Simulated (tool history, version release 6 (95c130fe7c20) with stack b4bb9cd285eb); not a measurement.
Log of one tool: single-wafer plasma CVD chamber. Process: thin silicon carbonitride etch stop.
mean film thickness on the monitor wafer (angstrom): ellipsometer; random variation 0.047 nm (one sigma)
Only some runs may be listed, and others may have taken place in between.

| run | hour | RF power (kW) | deposition time (s) | mean film thickness on the monitor wafer (angstrom) |
|---|---|---|---|---|
| 1 | 0 | 0.16 | 26.9 | 129.42 |
| 2 | 7.5 | 0.16 | 29.4 | 141.72 |
| 3 | 8.9 | 0.15 | 28.9 | 135.44 |
| 4 | 16 | 0.14 | 28.7 | 130.52 |
| 5 | 25 | 0.14 | 25.6 | 117.1 |
| 6 | 32.8 | 0.12 | 25.6 | 108.6 |

What will run 7 give?
| 7 | 33.8 | 0.125 | 25.7 | ? |

{"run 7": {"mean film thickness on the monitor wafer (angstrom)": 111.12}}
